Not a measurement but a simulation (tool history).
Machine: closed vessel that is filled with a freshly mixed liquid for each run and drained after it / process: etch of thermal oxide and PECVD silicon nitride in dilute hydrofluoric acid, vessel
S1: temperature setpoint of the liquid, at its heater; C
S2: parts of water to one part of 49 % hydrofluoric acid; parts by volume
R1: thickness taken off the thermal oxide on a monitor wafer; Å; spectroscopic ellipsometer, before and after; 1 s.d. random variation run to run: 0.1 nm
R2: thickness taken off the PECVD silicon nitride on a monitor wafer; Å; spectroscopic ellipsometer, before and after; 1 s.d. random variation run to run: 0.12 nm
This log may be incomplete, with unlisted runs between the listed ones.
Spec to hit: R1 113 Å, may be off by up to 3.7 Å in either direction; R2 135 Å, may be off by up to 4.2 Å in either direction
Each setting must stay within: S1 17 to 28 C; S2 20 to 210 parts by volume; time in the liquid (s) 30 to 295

run 1 hour=0 | S1=20 S2=115 time_in_the_liquid_(s)=150 | R1=53.943 R2=57.999
run 2 hour=5.8 | S1=20 S2=115 time_in_the_liquid_(s)=195 | R1=71.64 R2=75.341
run 3 hour=13 | S1=21.5 S2=115 time_in_the_liquid_(s)=195 | R1=74.581 R2=81.797
run 4 hour=19.6 | S1=21.5 S2=80 time_in_the_liquid_(s)=195 | R1=112.43 R2=118.84
run 5 hour=22.8 | S1=22 S2=80 time_in_the_liquid_(s)=195 | R1=116.08 R2=122.7
run 6 hour=23.8 | S1=22.5 S2=80 time_in_the_liquid_(s)=195 | R1=117.31 R2=125.49
run 7 hour=26.9 | S1=23 S2=80 time_in_the_liquid_(s)=195 | R1=120.03 R2=128.41
run 8 hour=35.7 | S1=26.5 S2=110 time_in_the_liquid_(s)=205 | R1=101.12 R2=126.35

Consider the 4 candidate settings below. Which is the only one whose results all fall within their allowed miss of target?
run A hour=44.5 | S1=27 S2=125 time_in_the_liquid_(s)=200 | R1=? R2=?
run B hour=44.5 | S1=27.5 S2=130 time_in_the_liquid_(s)=210 | R1=? R2=?
run C hour=44.5 | S1=28 S2=50 time_in_the_liquid_(s)=90 | R1=? R2=?
run D hour=44.5 | S1=17.5 S2=70 time_in_the_liquid_(s)=215 | R1=? R2=?

move=A R1=85.705 R2=111.8
move=B R1=87.614 R2=116.51
move=C R1=111.02 R2=133.36
move=D R1=119.73 R2=112.46
A: its largest miss is bigger than the last run's
B: its largest miss is bigger than the last run's
C: all results in spec
D: moves the result that the last run missed by most past its target, out the other side
C is the move that brings every result within its allowed miss.

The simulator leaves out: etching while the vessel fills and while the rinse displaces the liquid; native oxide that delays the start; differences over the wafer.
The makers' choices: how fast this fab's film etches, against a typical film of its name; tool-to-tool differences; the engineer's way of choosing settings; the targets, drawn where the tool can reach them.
